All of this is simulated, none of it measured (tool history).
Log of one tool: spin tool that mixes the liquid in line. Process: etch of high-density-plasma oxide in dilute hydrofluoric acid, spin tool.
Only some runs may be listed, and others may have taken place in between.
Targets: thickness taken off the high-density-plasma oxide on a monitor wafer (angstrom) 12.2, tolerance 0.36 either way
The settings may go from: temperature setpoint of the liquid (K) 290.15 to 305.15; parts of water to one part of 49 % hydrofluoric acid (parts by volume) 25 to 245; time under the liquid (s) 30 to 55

run,hour,temperature setpoint of the liquid (K),parts of water to one part of 49 % hydrofluoric acid (parts by volume),time under the liquid (s),thickness taken off the high-density-plasma oxide on a monitor wafer (angstrom)
1,0,297.15,135,55,18.833
2,2.1,295.65,135,55,17.494
3,5.2,294.65,135,55,17.017
4,12.9,294.15,140,55,16.007
5,15.7,294.15,140,30,8.6153
6,19.1,294.15,140,30,8.6859
7,26.6,294.15,140,30,8.7687
8,27.4,294.65,140,30,8.8253
9,29.3,295.15,140,30,9.007
10,32.5,296.15,140,30,9.3496
11,41.3,297.15,140,30,9.7694
12,45.2,298.15,140,30,10.219
13,48.2,299.15,140,30,10.584
14,55,299.15,140,30,10.611

Next run, 5 choices. One meets every target within its allowed miss, the rest don't. Which?
A,61.8,299.65,135,35,?
B,61.8,297.15,130,40,?
C,61.8,302.65,130,30,?
D,61.8,298.65,150,30,?
E,61.8,299.15,125,30,?

move,thickness taken off the high-density-plasma oxide on a monitor wafer (angstrom)
A,13.072
B,14.185
C,13.093
D,9.5369
E,12.022
A: takes the result that was furthest off past its target
B: takes the result that was furthest off past its target
C: takes the result that was furthest off past its target
D: misses by more than the last run did
E: each result inside its tolerance
So the answer is move E, the one that meets all the targets.

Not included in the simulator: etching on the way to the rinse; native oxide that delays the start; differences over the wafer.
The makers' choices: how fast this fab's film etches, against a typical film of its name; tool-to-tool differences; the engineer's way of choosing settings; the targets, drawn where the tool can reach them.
